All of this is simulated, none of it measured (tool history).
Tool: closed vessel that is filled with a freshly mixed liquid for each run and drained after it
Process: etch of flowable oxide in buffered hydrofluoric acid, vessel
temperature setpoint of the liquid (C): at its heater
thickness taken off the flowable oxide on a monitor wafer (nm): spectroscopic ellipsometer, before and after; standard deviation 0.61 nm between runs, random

| run | day | temperature setpoint of the liquid (C) | parts of 40 % ammonium fluoride to one part of 49 % hydrofluoric acid (parts by volume) | time in the liquid (s) | thickness taken off the flowable oxide on a monitor wafer (nm) |
|---|---|---|---|---|---|
| 1 | 0 | 25 | 16 | 85 | 231.84 |
| 2 | 0.254 | 24 | 16 | 85 | 219.96 |
| 3 | 0.525 | 24 | 16 | 95 | 245.91 |
| 4 | 0.725 | 22.5 | 16 | 95 | 226.36 |
| 5 | 0.833 | 22.5 | 16 | 95 | 226.12 |
| 6 | 1.192 | 22.5 | 12.5 | 95 | 288.47 |
| 7 | 1.392 | 21 | 13 | 95 | 255.15 |
| 8 | 1.575 | 20 | 13.5 | 95 | 234.45 |

For run 9, what comes out?
| 9 | 1.679 | 17 | 15 | 95 | ? |

Run 9 produced thickness taken off the flowable oxide on a monitor wafer (nm) 177.72.

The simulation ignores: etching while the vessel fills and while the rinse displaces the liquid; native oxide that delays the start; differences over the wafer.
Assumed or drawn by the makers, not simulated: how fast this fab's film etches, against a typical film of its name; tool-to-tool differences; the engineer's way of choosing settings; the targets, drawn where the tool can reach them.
